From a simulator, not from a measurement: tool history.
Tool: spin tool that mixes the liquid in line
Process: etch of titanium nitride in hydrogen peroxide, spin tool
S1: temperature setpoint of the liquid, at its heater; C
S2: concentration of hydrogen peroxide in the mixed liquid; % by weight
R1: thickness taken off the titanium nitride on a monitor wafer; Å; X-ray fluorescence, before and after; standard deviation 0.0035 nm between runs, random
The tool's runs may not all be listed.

run 1 hour=0.0 | S1=49.0 S2=24.0 time_under_the_liquid_(s)=40 | R1=8.5129
run 2 hour=5.6 | S1=45.5 S2=24.0 time_under_the_liquid_(s)=40 | R1=6.5994
run 3 hour=13.4 | S1=43.0 S2=24.0 time_under_the_liquid_(s)=40 | R1=5.3286
run 4 hour=17.8 | S1=48.5 S2=24.0 time_under_the_liquid_(s)=40 | R1=8.1141
run 5 hour=19.9 | S1=45.0 S2=24.0 time_under_the_liquid_(s)=40 | R1=6.1621
run 6 hour=28.8 | S1=43.0 S2=24.0 time_under_the_liquid_(s)=40 | R1=5.4168

What will run 7 give?
run 7 hour=37.5 | S1=37.0 S2=23.5 time_under_the_liquid_(s)=40 | R1=?

Run 7 produced R1 3.3452 Å.
